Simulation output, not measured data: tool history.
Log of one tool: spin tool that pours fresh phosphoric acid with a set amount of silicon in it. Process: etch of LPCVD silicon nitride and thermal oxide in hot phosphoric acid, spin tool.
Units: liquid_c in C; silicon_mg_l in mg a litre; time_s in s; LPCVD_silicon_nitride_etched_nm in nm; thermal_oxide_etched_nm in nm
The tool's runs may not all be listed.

run  hour  liquid_c  silicon_mg_l  time_s  LPCVD_silicon_nitride_etched_nm  thermal_oxide_etched_nm
  1     0       162            18     180                           16.678                  0.34663
  2   7.3       162            18     140                            13.03                  0.26359
  3   7.9       163          18.5     170                           16.447                  0.33829
  4  12.5       163            23     170                           16.433                  0.29115
  5  17.9       164          21.5     190                           18.834                   0.3588
  6  23.2       164          27.5     190                           18.932                  0.33311

Run 7 comes next. What will it give?
  7  24.2     164.5            25     210                                ?                        ?

{"run 7": {"LPCVD_silicon_nitride_etched_nm": 21.29, "thermal_oxide_etched_nm": 0.35586}}
